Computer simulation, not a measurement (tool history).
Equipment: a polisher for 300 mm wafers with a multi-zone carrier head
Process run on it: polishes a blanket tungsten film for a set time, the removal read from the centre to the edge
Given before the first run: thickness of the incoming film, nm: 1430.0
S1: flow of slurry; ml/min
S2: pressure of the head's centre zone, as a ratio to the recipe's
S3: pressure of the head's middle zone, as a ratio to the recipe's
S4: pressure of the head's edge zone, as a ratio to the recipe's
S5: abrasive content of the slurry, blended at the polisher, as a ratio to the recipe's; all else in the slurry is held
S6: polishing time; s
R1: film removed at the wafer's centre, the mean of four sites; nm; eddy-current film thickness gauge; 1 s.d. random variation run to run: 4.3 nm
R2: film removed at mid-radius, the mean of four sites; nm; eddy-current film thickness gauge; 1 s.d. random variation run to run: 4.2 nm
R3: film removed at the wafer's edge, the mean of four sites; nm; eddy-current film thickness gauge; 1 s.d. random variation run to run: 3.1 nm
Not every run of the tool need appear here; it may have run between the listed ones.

run,hour,S1,S2,S3,S4,S5,S6,R1,R2,R3
1,0.0,275,1.00,1.00,1.00,1.00,59,260.93,254.47,254.89
2,7.7,280,1.03,1.05,1.03,1.15,61,283.23,283.05,270.19
3,15.3,280,1.03,0.98,1.03,1.15,61,276.41,263.23,273.98
4,19.0,285,1.05,1.02,1.04,1.25,64,313.79,288.41,289.56
5,23.4,285,1.05,1.02,1.04,1.15,64,302.93,291.51,282.03
6,31.4,285,1.05,1.05,1.05,1.25,66,320.91,310.63,299.02

Forecast run 7:
7,36.4,285,1.05,1.05,1.05,1.25,66,?,?,?

For run 7 the tool returned R1 319.04 nm, R2 307.63 nm, R3 296.57 nm.
